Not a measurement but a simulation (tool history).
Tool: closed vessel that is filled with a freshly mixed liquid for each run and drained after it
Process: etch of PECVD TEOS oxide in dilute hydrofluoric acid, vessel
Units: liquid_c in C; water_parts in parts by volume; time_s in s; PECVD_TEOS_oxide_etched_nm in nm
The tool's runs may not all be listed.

| run | hour | liquid_c | water_parts | time_s | PECVD_TEOS_oxide_etched_nm |
|---|---|---|---|---|---|
| 1 | 0.0 | 23.0 | 60 | 30 | 6.8456 |
| 2 | 3.8 | 22.5 | 60 | 30 | 6.6278 |
| 3 | 9.0 | 22.0 | 60 | 30 | 6.5811 |
| 4 | 15.3 | 21.5 | 60 | 30 | 6.3843 |
| 5 | 19.3 | 21.0 | 60 | 30 | 6.2819 |
| 6 | 23.9 | 21.0 | 60 | 30 | 6.2720 |
| 7 | 32.6 | 20.5 | 60 | 30 | 6.1203 |

The next listed run, before its measurement:
|  | 39.2 | hydrofluoric acid flow meter replaced |
| 8 | 39.2 | 20.5 | 60 | 30 | ? |

PECVD_TEOS_oxide_etched_nm: 5.8032 nm
